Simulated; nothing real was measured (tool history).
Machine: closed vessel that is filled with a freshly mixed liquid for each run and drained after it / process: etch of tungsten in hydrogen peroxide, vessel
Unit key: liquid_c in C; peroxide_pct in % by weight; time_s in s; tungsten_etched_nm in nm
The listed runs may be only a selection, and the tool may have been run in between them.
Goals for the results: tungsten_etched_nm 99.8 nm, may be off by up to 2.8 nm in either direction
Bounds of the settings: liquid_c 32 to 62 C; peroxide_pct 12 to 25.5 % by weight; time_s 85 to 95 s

Run 1, hour 0: liquid_c 46 C, peroxide_pct 17.5 % by weight, time_s 85 s. Result: tungsten_etched_nm 157.66 nm.
Run 2, hour 2: liquid_c 46 C, peroxide_pct 15 % by weight, time_s 85 s. Result: tungsten_etched_nm 145.97 nm.
Run 3, hour 10.7: liquid_c 53 C, peroxide_pct 15 % by weight, time_s 85 s. Result: tungsten_etched_nm 226.01 nm.
Run 4, hour 19.6: liquid_c 58.5 C, peroxide_pct 15 % by weight, time_s 85 s. Result: tungsten_etched_nm 311.07 nm.
Run 5, hour 26.8: liquid_c 58.5 C, peroxide_pct 15 % by weight, time_s 95 s. Result: tungsten_etched_nm 348.36 nm.
Run 6, hour 32.8: liquid_c 58.5 C, peroxide_pct 16.5 % by weight, time_s 95 s. Result: tungsten_etched_nm 364.33 nm.
Run 7, hour 33.8: liquid_c 55 C, peroxide_pct 16.5 % by weight, time_s 95 s. Result: tungsten_etched_nm 297.01 nm.
Run 8, hour 37.9: liquid_c 52 C, peroxide_pct 16.5 % by weight, time_s 95 s. Result: tungsten_etched_nm 245.61 nm.
Run 9, hour 46.7: liquid_c 49.5 C, peroxide_pct 16.5 % by weight, time_s 95 s. Result: tungsten_etched_nm 213.35 nm.
Run 10, hour 54.2: liquid_c 47.5 C, peroxide_pct 16.5 % by weight, time_s 95 s. Result: tungsten_etched_nm 188.57 nm.
Run 11, hour 58.5: liquid_c 39.5 C, peroxide_pct 16.5 % by weight, time_s 95 s. Result: tungsten_etched_nm 112.37 nm.
Run 12, hour 66.1: liquid_c 39.5 C, peroxide_pct 16.5 % by weight, time_s 95 s. Result: tungsten_etched_nm 113.74 nm.
Run 13, hour 68.6: liquid_c 39 C, peroxide_pct 16.5 % by weight, time_s 95 s. Result: tungsten_etched_nm 109.06 nm.
Run 14, hour 70: liquid_c 38 C, peroxide_pct 16.5 % by weight, time_s 95 s. Result: tungsten_etched_nm 102.41 nm.

Of the 4 settings listed for the next run, only one would bring every result within its allowed miss of target. Which one?
Run A, hour 71.4: liquid_c 36 C, peroxide_pct 20 % by weight, time_s 95 s. Result: tungsten_etched_nm ?.
Run B, hour 71.4: liquid_c 37.5 C, peroxide_pct 18.5 % by weight, time_s 95 s. Result: tungsten_etched_nm ?.
Run C, hour 71.4: liquid_c 37 C, peroxide_pct 19.5 % by weight, time_s 95 s. Result: tungsten_etched_nm ?.
Run D, hour 71.4: liquid_c 39.5 C, peroxide_pct 15.5 % by weight, time_s 90 s. Result: tungsten_etched_nm ?.

move  tungsten_etched_nm
   A              99.263
   B              105.48
   C              104.76
   D              104.31
A: every result within its allowed miss
B: lands further from the targets than the last run did
C: lands further from the targets than the last run did
D: lands further from the targets than the last run did
A meets every target.
